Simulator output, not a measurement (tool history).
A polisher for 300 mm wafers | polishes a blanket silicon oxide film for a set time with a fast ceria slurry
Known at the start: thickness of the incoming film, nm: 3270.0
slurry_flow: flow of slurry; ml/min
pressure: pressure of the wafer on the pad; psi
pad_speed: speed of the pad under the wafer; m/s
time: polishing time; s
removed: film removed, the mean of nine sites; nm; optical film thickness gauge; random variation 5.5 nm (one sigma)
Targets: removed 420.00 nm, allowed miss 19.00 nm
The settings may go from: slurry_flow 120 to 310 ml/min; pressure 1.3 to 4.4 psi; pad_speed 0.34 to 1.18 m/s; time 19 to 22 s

run,hour,slurry_flow,pressure,pad_speed,time,removed
1,0.0,200,2.8,0.76,22,281.48
2,1.2,200,2.8,0.76,22,275.43
3,7.8,245,2.8,0.76,22,289.36
4,15.5,245,3.0,0.76,22,300.23
5,23.4,245,3.2,0.76,22,314.51
6,31.9,245,3.2,0.70,22,301.11
7,35.7,245,3.4,0.70,22,318.06
8,39.3,245,3.4,0.70,22,319.14
9,45.0,245,3.6,0.70,22,334.48
10,51.3,245,3.8,0.70,22,353.37

Which of these 5 next moves meets every target?
A,57.6,275,3.5,0.78,22,?
B,57.6,265,3.2,1.10,22,?
C,57.6,205,3.5,0.70,20,?
D,57.6,260,4.3,0.76,21,?
E,57.6,215,3.8,0.62,19,?

move,removed
A,370.26
B,472.77
C,294.06
D,419.29
E,270.70
A: nearer than the last run, and not there yet
B: takes the result that was furthest off past its target
C: further off than the last run
D: meets every target
E: further off than the last run
Move D is the one to make.
